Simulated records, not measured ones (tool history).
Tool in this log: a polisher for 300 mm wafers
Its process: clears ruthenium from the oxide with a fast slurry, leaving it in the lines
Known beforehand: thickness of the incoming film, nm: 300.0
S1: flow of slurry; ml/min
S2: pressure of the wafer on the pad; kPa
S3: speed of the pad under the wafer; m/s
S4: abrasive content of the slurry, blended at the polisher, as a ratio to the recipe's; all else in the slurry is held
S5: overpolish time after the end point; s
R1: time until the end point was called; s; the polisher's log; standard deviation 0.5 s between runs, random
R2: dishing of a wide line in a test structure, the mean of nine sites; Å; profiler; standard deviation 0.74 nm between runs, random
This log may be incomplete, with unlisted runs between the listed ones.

run 1 hour=0.0 | S1=165 S2=20.0 S3=0.94 S4=1.0 S5=18 | R1=60.691 R2=353.94
run 2 hour=1.0 | S1=165 S2=20.7 S3=0.94 S4=1.0 S5=18 | R1=58.692 R2=357.49
run 3 hour=9.2 | S1=165 S2=20.7 S3=0.94 S4=1.0 S5=10 | R1=58.490 R2=269.64
run 4 hour=10.3 | S1=165 S2=21.4 S3=0.94 S4=1.0 S5=11 | R1=57.271 R2=291.53
run 5 hour=15.4 | S1=165 S2=22.1 S3=0.94 S4=1.0 S5=12 | R1=55.377 R2=311.68
run 6 hour=20.6 | S1=165 S2=22.8 S3=0.94 S4=1.0 S5=13 | R1=53.098 R2=317.01

Forecast run 7:
run 7 hour=21.6 | S1=165 S2=23.4 S3=0.94 S4=1.0 S5=14 | R1=? R2=?

R1: 52.915 s
R2: 340.85 Å
